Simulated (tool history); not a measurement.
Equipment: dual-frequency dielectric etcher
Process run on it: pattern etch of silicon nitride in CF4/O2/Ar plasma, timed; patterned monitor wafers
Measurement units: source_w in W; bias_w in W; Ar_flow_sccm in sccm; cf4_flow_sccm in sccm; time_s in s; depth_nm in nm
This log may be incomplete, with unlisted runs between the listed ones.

| run | hour | source_w | bias_w | Ar_flow_sccm | cf4_flow_sccm | time_s | depth_nm |
|---|---|---|---|---|---|---|---|
| 1 | 0 | 690 | 47 | 111 | 111 | 663 | 1448.3 |
| 2 | 0.7 | 690 | 47 | 121 | 111 | 663 | 1422.5 |
| 3 | 7.4 | 690 | 47 | 121 | 111 | 663 | 1420.4 |
| 4 | 9.8 | 690 | 47 | 121 | 111 | 691.5 | 1483.8 |
| 5 | 12.3 | 690 | 47 | 121 | 95 | 691.5 | 1432.4 |
| 6 | 13.7 | 650 | 47 | 121 | 95 | 691.5 | 1356.8 |
| 7 | 20.3 | 640 | 47 | 121 | 95 | 691.5 | 1337.1 |

What will run 8 give?
| 8 | 24.6 | 630 | 47 | 121 | 95 | 691.5 | ? |

Run 8 produced depth_nm 1318.1 nm.

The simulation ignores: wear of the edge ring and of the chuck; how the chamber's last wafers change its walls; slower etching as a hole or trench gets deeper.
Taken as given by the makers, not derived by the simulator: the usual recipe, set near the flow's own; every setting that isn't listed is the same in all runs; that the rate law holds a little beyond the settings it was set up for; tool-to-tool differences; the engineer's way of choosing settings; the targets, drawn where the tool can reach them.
